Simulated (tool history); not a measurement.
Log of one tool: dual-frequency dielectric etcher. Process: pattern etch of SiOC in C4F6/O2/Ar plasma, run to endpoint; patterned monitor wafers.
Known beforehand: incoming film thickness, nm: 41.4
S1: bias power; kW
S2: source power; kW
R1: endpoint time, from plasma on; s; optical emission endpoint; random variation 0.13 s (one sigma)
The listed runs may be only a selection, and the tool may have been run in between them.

| run | hour | S1 | S2 | R1 |
|---|---|---|---|---|
| 1 | 0 | 0.441 | 0.38 | 15.314 |
| 2 | 1.2 | 0.441 | 0.41 | 15.076 |
| 3 | 2.2 | 0.402 | 0.37 | 16.133 |
| 4 | 8.2 | 0.447 | 0.37 | 15.372 |
| 5 | 15.7 | 0.447 | 0.43 | 14.759 |
| 6 | 23.7 | 0.407 | 0.4 | 15.552 |
| 7 | 24.8 | 0.375 | 0.37 | 16.617 |
| 8 | 26.1 | 0.351 | 0.36 | 17.102 |
| 9 | 32.1 | 0.332 | 0.35 | 17.619 |
| 10 | 32.7 | 0.332 | 0.35 | 17.776 |

Run 11, settings as shown, results not yet in. Your forecast:
| 11 | 40.5 | 0.318 | 0.34 | ? |

{"run 11": {"R1": 17.967}}
